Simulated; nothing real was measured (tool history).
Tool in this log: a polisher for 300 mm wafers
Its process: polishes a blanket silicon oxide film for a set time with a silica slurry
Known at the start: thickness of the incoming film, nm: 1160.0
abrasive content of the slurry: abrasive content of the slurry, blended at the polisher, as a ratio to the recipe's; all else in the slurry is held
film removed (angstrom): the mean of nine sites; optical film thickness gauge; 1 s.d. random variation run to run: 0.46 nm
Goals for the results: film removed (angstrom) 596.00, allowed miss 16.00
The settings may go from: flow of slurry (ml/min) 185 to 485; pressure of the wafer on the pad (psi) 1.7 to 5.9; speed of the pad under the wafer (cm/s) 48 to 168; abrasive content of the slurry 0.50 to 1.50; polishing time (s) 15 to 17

run,day,flow of slurry (ml/min),pressure of the wafer on the pad (psi),speed of the pad under the wafer (cm/s),abrasive content of the slurry,polishing time (s),film removed (angstrom)
1,0.000,310,3.8,108,1.00,17,413.55
2,0.071,310,3.8,108,1.00,17,408.48
3,0.358,310,3.9,108,1.00,17,412.09
4,0.508,310,3.9,108,0.95,17,401.27
5,0.583,310,3.9,94,0.95,17,365.91
6,0.679,340,3.9,94,0.95,17,372.89
7,0.792,345,4.1,94,0.95,17,388.99
8,0.862,345,5.1,96,0.95,17,492.04
9,0.921,345,5.2,96,0.95,17,496.47
10,1.196,345,5.3,96,0.95,17,503.65
11,1.467,350,5.4,96,0.95,17,517.17
12,1.788,350,5.5,96,0.95,17,521.17
13,1.933,350,5.5,96,0.95,17,521.68
14,2.121,360,5.7,100,0.95,17,567.69
15,2.412,370,5.8,100,0.95,17,567.08

Pick the move, out of 4, that brings all results within their allowed miss; only one does.
A,2.704,325,5.8,98,1.05,17,?
B,2.704,355,5.6,112,0.95,16,?
C,2.704,335,5.9,108,1.00,17,?
D,2.704,345,5.1,102,1.20,16,?

move,film removed (angstrom)
A,583.33
B,553.15
C,619.70
D,537.25
A: hits every target within its allowed miss
B: lands further from the targets than the last run did
C: moves the result that the last run missed by most past its target, out the other side
D: lands further from the targets than the last run did
Move A is the one to make.
